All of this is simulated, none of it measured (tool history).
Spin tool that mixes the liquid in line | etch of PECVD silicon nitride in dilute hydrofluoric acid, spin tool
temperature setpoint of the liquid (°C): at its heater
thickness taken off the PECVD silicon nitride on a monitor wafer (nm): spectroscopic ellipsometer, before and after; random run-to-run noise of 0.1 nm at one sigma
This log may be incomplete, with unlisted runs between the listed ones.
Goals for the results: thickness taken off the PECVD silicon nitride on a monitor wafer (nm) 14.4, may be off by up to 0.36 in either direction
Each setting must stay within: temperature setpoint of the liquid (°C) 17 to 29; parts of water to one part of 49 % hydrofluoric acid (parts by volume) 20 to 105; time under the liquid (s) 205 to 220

run  hour  temperature setpoint of the liquid (°C)  parts of water to one part of 49 % hydrofluoric acid (parts by volume)  time under the liquid (s)  thickness taken off the PECVD silicon nitride on a monitor wafer (nm)
  1     0                                       21                                                                      55                        205                                                                 7.2147
  2   5.9                                       21                                                                      40                        205                                                                 9.8912
  3  14.3                                       22                                                                      40                        205                                                                  10.66
  4    23                                       22                                                                      55                        205                                                                  7.797
  5  26.4                                       23                                                                      55                        205                                                                 8.3093
  6  30.5                                       23                                                                      55                        220                                                                 8.9054
  7    35                                       24                                                                      55                        220                                                                  9.411
  8  37.5                                       25                                                                      55                        220                                                                 10.309
  9  41.4                                     25.5                                                                      55                        220                                                                 10.588
 10  43.3                                       26                                                                      55                        220                                                                 10.934

Of the 4 settings listed for the next run, only one would bring every result within its allowed miss of target. Which one?
  A  45.2                                     26.5                                                                      45                        220                                                                      ?
  B  45.2                                     27.5                                                                      40                        220                                                                      ?
  C  45.2                                     25.5                                                                      40                        220                                                                      ?
  D  45.2                                     22.5                                                                      30                        220                                                                      ?

move  thickness taken off the PECVD silicon nitride on a monitor wafer (nm)
   A                                                                 13.496
   B                                                                 16.184
   C                                                                 14.167
   D                                                                 15.276
A: moves toward the targets from the last run without getting all of them in spec
B: takes the result that was furthest off past its target
C: all results in spec
D: takes the result that was furthest off past its target
The right move is C.
